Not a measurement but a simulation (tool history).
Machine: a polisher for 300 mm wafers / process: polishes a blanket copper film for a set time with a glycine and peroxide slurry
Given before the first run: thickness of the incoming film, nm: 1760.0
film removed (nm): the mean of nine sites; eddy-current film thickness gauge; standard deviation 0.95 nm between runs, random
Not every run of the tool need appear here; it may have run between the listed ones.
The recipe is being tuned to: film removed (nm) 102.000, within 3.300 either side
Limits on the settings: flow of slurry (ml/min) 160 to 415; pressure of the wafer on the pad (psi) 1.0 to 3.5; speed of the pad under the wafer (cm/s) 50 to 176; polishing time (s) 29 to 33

| run | day | flow of slurry (ml/min) | pressure of the wafer on the pad (psi) | speed of the pad under the wafer (cm/s) | polishing time (s) | film removed (nm) |
|---|---|---|---|---|---|---|
| 1 | 0.000 | 265 | 2.2 | 112 | 33 | 159.330 |
| 2 | 0.175 | 265 | 2.2 | 96 | 33 | 137.560 |
| 3 | 0.329 | 265 | 2.5 | 96 | 33 | 152.350 |
| 4 | 0.625 | 265 | 2.1 | 96 | 33 | 137.580 |
| 5 | 0.779 | 265 | 2.1 | 96 | 29 | 120.000 |
| 6 | 0.812 | 265 | 2.1 | 96 | 33 | 138.480 |
| 7 | 0.954 | 265 | 2.1 | 96 | 33 | 137.200 |
| 8 | 1.267 | 265 | 1.8 | 94 | 33 | 122.470 |
| 9 | 1.304 | 265 | 1.6 | 94 | 33 | 115.280 |
| 10 | 1.517 | 265 | 1.5 | 94 | 33 | 109.960 |
| 11 | 1.592 | 265 | 1.4 | 94 | 33 | 106.860 |

Which one of the following 5 next-run settings gets every result inside its allowed miss? There is exactly one.
| A | 1.667 | 240 | 1.8 | 96 | 29 | ? |
| B | 1.667 | 290 | 1.3 | 98 | 29 | ? |
| C | 1.667 | 210 | 2.2 | 78 | 29 | ? |
| D | 1.667 | 265 | 1.7 | 92 | 31 | ? |
| E | 1.667 | 285 | 1.5 | 94 | 32 | ? |

| move | film removed (nm) |
|---|---|
| A | 109.080 |
| B | 94.859 |
| C | 103.500 |
| D | 110.370 |
| E | 108.960 |
A: further off than the last run
B: carries the result that was furthest off beyond its target, to the other side
C: every result lands within tolerance
D: further off than the last run
E: further off than the last run
Answer: C
